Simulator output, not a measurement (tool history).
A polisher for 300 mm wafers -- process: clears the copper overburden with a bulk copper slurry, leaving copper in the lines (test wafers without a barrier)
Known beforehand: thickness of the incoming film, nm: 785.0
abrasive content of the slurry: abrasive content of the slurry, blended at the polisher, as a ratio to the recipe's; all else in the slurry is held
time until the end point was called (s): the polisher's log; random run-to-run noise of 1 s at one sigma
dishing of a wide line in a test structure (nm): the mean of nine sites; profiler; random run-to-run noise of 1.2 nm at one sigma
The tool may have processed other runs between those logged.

| run | hour | flow of slurry (ml/min) | pressure of the wafer on the pad (kPa) | speed of the pad under the wafer (cm/s) | abrasive content of the slurry | overpolish time after the end point (s) | time until the end point was called (s) | dishing of a wide line in a test structure (nm) |
|---|---|---|---|---|---|---|---|---|
| 1 | 0.0 | 130 | 14.5 | 90 | 1.0 | 14 | 145.69 | 52.689 |
| 2 | 2.1 | 130 | 11.7 | 90 | 1.0 | 14 | 177.87 | 43.623 |
| 3 | 6.0 | 130 | 11.7 | 74 | 1.0 | 14 | 209.89 | 36.641 |
| 4 | 14.4 | 130 | 10.3 | 74 | 1.0 | 14 | 238.36 | 32.867 |
| 5 | 17.1 | 130 | 10.3 | 74 | 1.0 | 17 | 233.06 | 39.841 |
| 6 | 24.1 | 130 | 11.7 | 74 | 1.0 | 17 | 209.32 | 43.616 |

For run 7, what comes out?
| 7 | 28.8 | 130 | 12.4 | 74 | 1.0 | 17 | ? | ? |

For run 7 the tool returned time until the end point was called (s) 195.86, dishing of a wide line in a test structure (nm) 46.142.

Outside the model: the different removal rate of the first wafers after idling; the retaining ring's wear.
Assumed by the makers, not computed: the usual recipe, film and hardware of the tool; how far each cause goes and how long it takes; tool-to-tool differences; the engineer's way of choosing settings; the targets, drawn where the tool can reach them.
